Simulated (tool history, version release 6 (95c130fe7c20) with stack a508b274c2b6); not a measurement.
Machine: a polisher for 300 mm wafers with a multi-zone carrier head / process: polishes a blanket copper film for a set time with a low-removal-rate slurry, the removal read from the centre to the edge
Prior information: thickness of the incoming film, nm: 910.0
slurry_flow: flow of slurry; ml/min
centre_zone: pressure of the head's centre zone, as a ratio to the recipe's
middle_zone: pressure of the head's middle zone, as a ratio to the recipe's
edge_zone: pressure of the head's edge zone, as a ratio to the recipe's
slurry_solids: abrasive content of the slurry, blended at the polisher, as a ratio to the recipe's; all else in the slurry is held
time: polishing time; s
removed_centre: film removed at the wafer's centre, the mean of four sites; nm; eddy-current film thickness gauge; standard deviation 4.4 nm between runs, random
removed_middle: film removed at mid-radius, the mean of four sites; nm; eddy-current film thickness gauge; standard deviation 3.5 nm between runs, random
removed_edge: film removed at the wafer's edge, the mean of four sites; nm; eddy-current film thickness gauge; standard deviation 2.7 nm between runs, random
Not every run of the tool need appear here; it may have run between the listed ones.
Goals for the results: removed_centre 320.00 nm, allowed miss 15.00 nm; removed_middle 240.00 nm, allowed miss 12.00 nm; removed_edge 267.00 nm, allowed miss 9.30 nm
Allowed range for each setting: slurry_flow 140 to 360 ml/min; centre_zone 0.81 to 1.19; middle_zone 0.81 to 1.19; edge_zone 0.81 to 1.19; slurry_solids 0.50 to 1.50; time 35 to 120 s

run    day  slurry_flow  centre_zone  middle_zone  edge_zone  slurry_solids  time  removed_centre  removed_middle  removed_edge
  1  0.000          230         1.00         1.00       1.00           1.00    77          189.88          187.45        190.47
  2  0.217          235         1.02         0.99       1.01           1.05    79          198.78          191.70        197.73
  3  0.342          260         1.02         0.99       1.01           1.05    79          207.51          189.34        201.09
  4  0.662          265         1.04         1.00       1.02           1.10    80          217.28          199.20        207.15
  5  0.712          220         1.04         1.00       1.02           1.10    80          214.53          197.32        204.27
  6  0.808          220         1.04         1.00       1.02           1.10    92          240.29          223.39        239.02
  7  0.929          285         1.14         0.95       1.02           1.35    94          290.35          231.07        253.45
  8  1.029          285         1.15         0.95       1.02           1.35    94          289.20          238.51        253.27
  9  1.138          290         1.15         0.94       1.02           1.35    94          286.43          231.74        253.94
 10  1.508          295         1.15         0.93       1.01           1.35    95          304.79          236.18        259.32

Which of these 5 next moves meets every target?
  A  1.879          285         1.11         0.98       1.09           1.35    98               ?               ?             ?
  B  1.879          260         1.19         0.94       0.98           1.20    96               ?               ?             ?
  C  1.879          295         1.17         0.95       0.95           1.40    93               ?               ?             ?
  D  1.879          315         1.17         0.90       1.00           1.30   100               ?               ?             ?
  E  1.879          275         1.05         0.90       1.02           1.35    98               ?               ?             ?

move  removed_centre  removed_middle  removed_edge
   A          298.49          254.56        269.75
   B          302.91          232.78        246.10
   C          301.97          237.88        245.81
   D          321.19          241.80        266.15
   E          281.15          236.46        262.71
A: further off than the last run
B: further off than the last run
C: further off than the last run
D: hits every target within its allowed miss
E: further off than the last run
The right move is D.

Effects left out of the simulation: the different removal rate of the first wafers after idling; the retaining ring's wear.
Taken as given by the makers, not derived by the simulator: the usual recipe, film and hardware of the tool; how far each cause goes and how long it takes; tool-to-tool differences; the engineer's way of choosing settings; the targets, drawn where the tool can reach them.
